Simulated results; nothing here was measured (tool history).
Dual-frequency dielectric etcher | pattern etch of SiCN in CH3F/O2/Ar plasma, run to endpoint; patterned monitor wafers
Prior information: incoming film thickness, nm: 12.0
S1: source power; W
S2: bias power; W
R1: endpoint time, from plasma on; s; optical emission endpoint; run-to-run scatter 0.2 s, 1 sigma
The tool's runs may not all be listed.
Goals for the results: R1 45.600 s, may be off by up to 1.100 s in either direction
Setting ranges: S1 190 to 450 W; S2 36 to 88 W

{"run": 1, "hour": 0.0, "S1": 320, "S2": 62, "R1": 39.071}
{"run": 2, "hour": 4.9, "S1": 320, "S2": 73, "R1": 36.799}
{"run": 3, "hour": 6.4, "S1": 320, "S2": 69, "R1": 37.486}
{"run": 4, "hour": 7.6, "S1": 290, "S2": 66, "R1": 39.643}
{"run": 5, "hour": 13.9, "S1": 340, "S2": 66, "R1": 37.123}
{"run": 6, "hour": 15.7, "S1": 340, "S2": 74, "R1": 35.311}
{"run": 7, "hour": 22.6, "S1": 310, "S2": 71, "R1": 37.792}
{"run": 8, "hour": 26.0, "S1": 280, "S2": 69, "R1": 39.614}
{"hour": 30.0, "done": "bias power generator calibrated"}
{"run": 9, "hour": 30.0, "S1": 260, "S2": 67, "R1": 42.613}

Which of these 5 next moves meets every target?
{"run": "A", "hour": 34.0, "S1": 260, "S2": 72, "R1": "?"}
{"run": "B", "hour": 34.0, "S1": 290, "S2": 69, "R1": "?"}
{"run": "C", "hour": 34.0, "S1": 260, "S2": 70, "R1": "?"}
{"run": "D", "hour": 34.0, "S1": 240, "S2": 62, "R1": "?"}
{"run": "E", "hour": 34.0, "S1": 280, "S2": 76, "R1": "?"}

move=A R1=41.518
move=B R1=39.844
move=C R1=41.924
move=D R1=45.591
move=E R1=39.227
A: the biggest miss grows against the last run
B: the biggest miss grows against the last run
C: the biggest miss grows against the last run
D: every result lands within tolerance
E: the biggest miss grows against the last run
Move D is the one to make.
